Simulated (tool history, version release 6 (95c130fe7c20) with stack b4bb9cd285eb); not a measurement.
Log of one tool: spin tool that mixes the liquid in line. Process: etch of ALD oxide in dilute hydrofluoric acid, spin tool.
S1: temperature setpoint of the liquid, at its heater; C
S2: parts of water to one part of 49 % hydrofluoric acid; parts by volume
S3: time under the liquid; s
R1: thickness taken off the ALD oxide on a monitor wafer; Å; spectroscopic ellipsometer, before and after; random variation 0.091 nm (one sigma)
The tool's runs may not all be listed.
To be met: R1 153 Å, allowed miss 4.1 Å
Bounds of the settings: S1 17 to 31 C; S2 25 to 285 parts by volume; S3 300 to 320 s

run,hour,S1,S2,S3,R1
1,0,23,155,300,312.06
2,7.7,19.5,155,300,273.39
3,15,22,155,300,301.37
4,22.3,22,125,300,385.31
5,25.1,22,170,300,267.83
6,30.5,22,170,320,287.83
7,31.7,18,235,320,168.5
8,37.2,17.5,240,320,161.32

4 next moves are on the table. One of them brings every result within its allowed miss. Which?
A,42.7,17.5,225,300,?
B,42.7,18.5,235,315,?
C,42.7,17,225,305,?
D,42.7,17.5,235,300,?

move,R1
A,163.04
B,168.85
C,162.54
D,154.71
A: further off than the last run
B: further off than the last run
C: further off than the last run
D: meets every target
The right move is D.
